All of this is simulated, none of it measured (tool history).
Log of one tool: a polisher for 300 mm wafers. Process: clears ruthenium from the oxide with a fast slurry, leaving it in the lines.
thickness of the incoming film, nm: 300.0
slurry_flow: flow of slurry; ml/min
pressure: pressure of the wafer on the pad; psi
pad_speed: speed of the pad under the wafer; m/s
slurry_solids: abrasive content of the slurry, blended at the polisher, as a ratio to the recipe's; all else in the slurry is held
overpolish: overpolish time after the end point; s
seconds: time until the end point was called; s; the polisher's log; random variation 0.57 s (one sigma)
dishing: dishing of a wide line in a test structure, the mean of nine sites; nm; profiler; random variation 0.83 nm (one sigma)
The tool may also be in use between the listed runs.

run 1 hour=0.0 | slurry_flow=275 pressure=2.0 pad_speed=1.16 slurry_solids=1.0 overpolish=21 | seconds=89.310 dishing=49.876
run 2 hour=0.7 | slurry_flow=270 pressure=2.2 pad_speed=1.16 slurry_solids=1.0 overpolish=23 | seconds=82.640 dishing=56.952
run 3 hour=5.9 | slurry_flow=270 pressure=2.3 pad_speed=1.16 slurry_solids=1.0 overpolish=25 | seconds=77.419 dishing=61.155
run 4 hour=10.3 | slurry_flow=225 pressure=2.3 pad_speed=1.16 slurry_solids=1.0 overpolish=25 | seconds=80.578 dishing=61.022
run 5 hour=18.7 | slurry_flow=225 pressure=2.3 pad_speed=1.26 slurry_solids=1.0 overpolish=25 | seconds=74.584 dishing=64.715
run 6 hour=19.6 | slurry_flow=225 pressure=2.3 pad_speed=0.98 slurry_solids=1.0 overpolish=25 | seconds=92.756 dishing=55.468

The next listed run, before its measurement:
run 7 hour=24.8 | slurry_flow=235 pressure=2.5 pad_speed=0.98 slurry_solids=1.0 overpolish=27 | seconds=? dishing=?

seconds: 84.862 s
dishing: 62.208 nm

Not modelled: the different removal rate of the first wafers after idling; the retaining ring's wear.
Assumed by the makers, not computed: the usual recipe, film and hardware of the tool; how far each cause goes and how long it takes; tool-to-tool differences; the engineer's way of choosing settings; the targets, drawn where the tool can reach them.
